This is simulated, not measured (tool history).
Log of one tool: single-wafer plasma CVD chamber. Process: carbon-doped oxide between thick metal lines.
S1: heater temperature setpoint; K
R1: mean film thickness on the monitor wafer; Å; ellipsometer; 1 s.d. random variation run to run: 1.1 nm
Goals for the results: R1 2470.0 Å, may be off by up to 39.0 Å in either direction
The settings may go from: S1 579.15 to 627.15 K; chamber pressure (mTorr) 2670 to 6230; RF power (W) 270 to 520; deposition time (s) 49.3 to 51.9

{"run": 1, "hour": 0.0, "S1": 603.15, "chamber pressure (mTorr)": 4450, "RF power (W)": 395, "deposition time (s)": 51.9, "R1": 2190.0}
{"run": 2, "hour": 8.6, "S1": 600.15, "chamber pressure (mTorr)": 4680, "RF power (W)": 400, "deposition time (s)": 51.9, "R1": 2230.5}
{"run": 3, "hour": 15.2, "S1": 600.15, "chamber pressure (mTorr)": 4680, "RF power (W)": 400, "deposition time (s)": 51.9, "R1": 2258.5}
{"run": 4, "hour": 17.2, "S1": 600.15, "chamber pressure (mTorr)": 4680, "RF power (W)": 400, "deposition time (s)": 49.3, "R1": 2123.9}
{"run": 5, "hour": 20.0, "S1": 598.15, "chamber pressure (mTorr)": 4850, "RF power (W)": 410, "deposition time (s)": 49.3, "R1": 2222.0}
{"run": 6, "hour": 27.1, "S1": 598.15, "chamber pressure (mTorr)": 4850, "RF power (W)": 365, "deposition time (s)": 49.3, "R1": 2021.9}
{"run": 7, "hour": 29.9, "S1": 596.15, "chamber pressure (mTorr)": 5050, "RF power (W)": 380, "deposition time (s)": 49.4, "R1": 2103.7}
{"run": 8, "hour": 34.5, "S1": 594.15, "chamber pressure (mTorr)": 5190, "RF power (W)": 390, "deposition time (s)": 49.5, "R1": 2198.3}
{"run": 9, "hour": 36.5, "S1": 592.15, "chamber pressure (mTorr)": 5370, "RF power (W)": 395, "deposition time (s)": 49.5, "R1": 2227.1}

Below are 5 possible settings for the next run. Only one of them brings all results inside the allowed miss of their targets. Which is it?
{"run": "A", "hour": 38.5, "S1": 585.15, "chamber pressure (mTorr)": 5740, "RF power (W)": 405, "deposition time (s)": 49.3, "R1": "?"}
{"run": "B", "hour": 38.5, "S1": 584.15, "chamber pressure (mTorr)": 5240, "RF power (W)": 390, "deposition time (s)": 51.9, "R1": "?"}
{"run": "C", "hour": 38.5, "S1": 600.15, "chamber pressure (mTorr)": 5920, "RF power (W)": 345, "deposition time (s)": 49.8, "R1": "?"}
{"run": "D", "hour": 38.5, "S1": 600.15, "chamber pressure (mTorr)": 4650, "RF power (W)": 380, "deposition time (s)": 49.3, "R1": "?"}
{"run": "E", "hour": 38.5, "S1": 600.15, "chamber pressure (mTorr)": 4950, "RF power (W)": 445, "deposition time (s)": 51.9, "R1": "?"}

move=A R1=2376.1
move=B R1=2406.6
move=C R1=1994.9
move=D R1=2059.3
move=E R1=2478.3
A: nearer the targets than the last run, but a result is still out of spec
B: nearer the targets than the last run, but a result is still out of spec
C: lands further from the targets than the last run did
D: lands further from the targets than the last run did
E: every result lands within tolerance
Correct choice: E, which meets every target

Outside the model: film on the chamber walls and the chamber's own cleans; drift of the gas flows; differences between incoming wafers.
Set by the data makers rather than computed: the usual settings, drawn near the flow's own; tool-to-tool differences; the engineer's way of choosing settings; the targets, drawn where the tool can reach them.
